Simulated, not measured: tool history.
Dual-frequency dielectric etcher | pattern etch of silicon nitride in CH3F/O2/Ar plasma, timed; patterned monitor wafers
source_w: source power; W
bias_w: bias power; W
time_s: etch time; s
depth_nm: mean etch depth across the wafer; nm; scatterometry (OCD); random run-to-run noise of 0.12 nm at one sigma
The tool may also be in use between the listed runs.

| run | hour | source_w | bias_w | time_s | depth_nm |
|---|---|---|---|---|---|
| 1 | 0 | 450 | 95 | 32.5 | 30.116 |
| 2 | 4.7 | 420 | 95 | 32.5 | 29.299 |
| 3 | 5.6 | 360 | 95 | 32.5 | 27.813 |
| 4 | 11.6 | 410 | 95 | 32.5 | 28.839 |
| 5 | 14.3 | 430 | 95 | 32.5 | 29.353 |
| 6 | 21.9 | 430 | 95 | 29.5 | 26.811 |
| 7 | 28.4 | 460 | 97 | 29.5 | 27.644 |

Estimate the outcome of run 8 from the log above:
| 8 | 34.7 | 490 | 100 | 29.5 | ? |

Run 8 gave depth_nm 28.573 nm.

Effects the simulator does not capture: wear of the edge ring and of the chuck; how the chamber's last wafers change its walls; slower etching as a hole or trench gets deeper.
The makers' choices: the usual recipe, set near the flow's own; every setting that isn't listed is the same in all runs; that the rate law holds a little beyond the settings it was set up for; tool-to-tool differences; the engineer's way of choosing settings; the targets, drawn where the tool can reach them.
